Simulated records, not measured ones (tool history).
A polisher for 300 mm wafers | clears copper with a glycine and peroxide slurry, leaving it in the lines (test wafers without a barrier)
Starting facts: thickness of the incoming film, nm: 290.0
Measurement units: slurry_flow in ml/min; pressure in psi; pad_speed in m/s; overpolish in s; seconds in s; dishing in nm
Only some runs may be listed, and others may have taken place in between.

run	day	slurry_flow	pressure	pad_speed	overpolish	seconds	dishing
1	0.000	305	1.8	0.76	19	86.120	56.611
2	0.254	305	1.8	0.76	24	85.809	69.436
3	0.392	305	1.8	0.78	20	85.044	60.464
4	0.454	305	1.9	0.78	17	82.644	53.702
5	0.808	365	1.9	0.78	17	79.166	54.112
6	0.950	375	1.9	0.78	15	79.319	49.441
7	1.183	380	1.9	0.78	14	79.071	45.975
8	1.412	390	1.9	0.78	13	79.664	44.433
9	1.442	390	1.9	0.80	9	79.054	31.588
10	1.475	390	1.9	0.80	9	77.985	31.774
11	1.833	395	1.9	0.78	9	81.575	30.893
12	2.142	395	1.9	0.78	10	80.696	34.618
13	2.250	400	1.9	0.78	10	83.185	34.291

Run 14, settings as shown, results not yet in. Your forecast:
14	2.571	405	1.9	0.78	10	?	?

seconds: 81.040 s
dishing: 34.452 nm
